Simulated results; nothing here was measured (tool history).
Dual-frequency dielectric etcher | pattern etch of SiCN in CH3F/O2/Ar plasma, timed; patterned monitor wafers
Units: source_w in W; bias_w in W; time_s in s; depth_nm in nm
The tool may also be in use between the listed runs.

Run 1, day 0.000: source_w 390 W, bias_w 69 W, time_s 28.5 s. Result: depth_nm 11.018 nm.
Run 2, day 0.212: source_w 390 W, bias_w 60 W, time_s 28.5 s. Result: depth_nm 10.515 nm.
Run 3, day 0.454: source_w 390 W, bias_w 60 W, time_s 28.5 s. Result: depth_nm 10.587 nm.
Run 4, day 0.579: source_w 410 W, bias_w 61 W, time_s 28.5 s. Result: depth_nm 10.686 nm.
Run 5, day 0.758: source_w 410 W, bias_w 61 W, time_s 28.5 s. Result: depth_nm 10.718 nm.
Run 6, day 0.883: source_w 460 W, bias_w 61 W, time_s 28.5 s. Result: depth_nm 11.067 nm.
Run 7, day 0.962: source_w 470 W, bias_w 63 W, time_s 28.5 s. Result: depth_nm 11.198 nm.
Run 8, day 1.296: source_w 550 W, bias_w 77 W, time_s 28.5 s. Result: depth_nm 12.434 nm.

Forecast run 9:
Run 9, day 1.588: source_w 550 W, bias_w 78 W, time_s 28.5 s. Result: depth_nm ?.

Run 9 gave depth_nm 12.384 nm.
